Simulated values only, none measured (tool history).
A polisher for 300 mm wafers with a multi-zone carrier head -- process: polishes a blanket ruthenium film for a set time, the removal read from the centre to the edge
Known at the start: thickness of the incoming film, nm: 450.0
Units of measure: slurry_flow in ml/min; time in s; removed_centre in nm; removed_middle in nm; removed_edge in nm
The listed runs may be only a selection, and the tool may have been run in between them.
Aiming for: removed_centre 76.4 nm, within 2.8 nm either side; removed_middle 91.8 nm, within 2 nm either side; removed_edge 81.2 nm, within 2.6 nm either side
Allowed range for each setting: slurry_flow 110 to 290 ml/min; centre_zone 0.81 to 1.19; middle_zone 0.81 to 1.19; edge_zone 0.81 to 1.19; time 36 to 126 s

run  hour  slurry_flow  centre_zone  middle_zone  edge_zone  time  removed_centre  removed_middle  removed_edge
  1     0          185            1            1          1    81          104.47          102.87        103.25
  2   1.3          155            1            1          1    81          101.91          101.81        103.63
  3     7          155         0.96            1          1    81          97.443          101.52         103.3
  4  13.5          185         0.96            1          1    81          101.43           104.5        104.89
  5  17.9          185         0.96            1          1    69          86.276          88.409        89.653
       19  -- worn pad replaced by a new one
  6    19          180         0.94         1.02       0.97    69          87.419          94.313        92.002
  7  26.6          185         0.93         1.04       0.96    66          84.067          91.036         89.76
  8  27.9          135         0.89         1.14       0.86    65          75.544          93.514        80.892

Of the 5 settings listed for the next run, only one would bring every result within its allowed miss of target. Which one?
  A  29.2          130         0.92         1.11        0.9    65               ?               ?             ?
  B  29.2          130         0.89         1.18       0.86    65               ?               ?             ?
  C  29.2          110         0.83         1.03       0.84    74               ?               ?             ?
  D  29.2          135          0.9         1.06       0.93    67               ?               ?             ?
  E  29.2          190         0.94         1.18       0.85    62               ?               ?             ?

move  removed_centre  removed_middle  removed_edge
   A          76.645          91.557        80.123
   B          74.162          96.529        78.411
   C          76.506          95.528        87.016
   D          77.701          91.211         84.22
   E          78.968          96.678        77.103
A: each result inside its tolerance
B: misses by more than the last run did
C: misses by more than the last run did
D: the furthest-off result lands on target, but another misses its tolerance
E: misses by more than the last run did
Go with A: it meets all targets.
